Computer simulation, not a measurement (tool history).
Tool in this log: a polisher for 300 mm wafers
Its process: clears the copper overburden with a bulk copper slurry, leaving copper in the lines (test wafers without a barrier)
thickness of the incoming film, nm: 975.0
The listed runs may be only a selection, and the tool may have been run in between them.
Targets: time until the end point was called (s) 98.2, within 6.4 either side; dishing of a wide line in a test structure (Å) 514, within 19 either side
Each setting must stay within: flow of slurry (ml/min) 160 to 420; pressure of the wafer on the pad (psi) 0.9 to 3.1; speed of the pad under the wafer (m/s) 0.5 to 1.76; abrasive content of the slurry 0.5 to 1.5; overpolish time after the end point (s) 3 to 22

run  hour  flow of slurry (ml/min)  pressure of the wafer on the pad (psi)  speed of the pad under the wafer (m/s)  abrasive content of the slurry  overpolish time after the end point (s)  time until the end point was called (s)  dishing of a wide line in a test structure (Å)
  1     0                      270                                       2                                    1.12                               1                                       11                                   141.88                                          441.96
  2   8.5                      270                                     1.7                                    1.12                               1                                       11                                   163.25                                          393.62
  3  12.5                      270                                     1.7                                    1.12                             0.9                                       11                                   180.23                                          383.38
  4  16.7                      270                                     1.7                                    1.12                             0.9                                        8                                   169.31                                          297.77
  5  17.4                      270                                     1.9                                    1.12                             0.9                                        8                                   160.66                                          328.22
  6  22.9                      270                                     2.1                                    1.12                             0.9                                        8                                   138.83                                           347.1
  7  30.5                      270                                     2.6                                     1.2                             0.9                                       12                                   105.98                                          589.48
  8  31.6                      270                                     2.6                                     1.2                             0.9                                       11                                   109.33                                          555.21
  9  40.2                      275                                     2.7                                     1.2                             0.9                                       10                                   102.33                                          528.46

Next run, 5 choices. One meets every target within its allowed miss, the rest don't. Which?
  A  48.8                      320                                     2.3                                     1.2                            1.05                                       10                                        ?                                               ?
  B  48.8                      260                                     2.4                                    1.18                            0.95                                       12                                        ?                                               ?
  C  48.8                      315                                     3.1                                     1.1                            0.85                                       10                                        ?                                               ?
  D  48.8                      260                                     2.9                                    1.18                            0.95                                       10                                        ?                                               ?
  E  48.8                      250                                     2.9                                    1.22                            0.85                                        9                                        ?                                               ?

move  time until the end point was called (s)  dishing of a wide line in a test structure (Å)
   A                                   112.72                                          498.44
   B                                   115.16                                          555.25
   C                                   97.787                                          563.08
   D                                   95.718                                          567.28
   E                                   96.211                                          527.83
A: meets the target for the result that was furthest off, but another lies outside its allowed miss
B: moves away from the targets compared with the last run
C: moves away from the targets compared with the last run
D: moves away from the targets compared with the last run
E: meets every target
Go with E: it meets all targets.
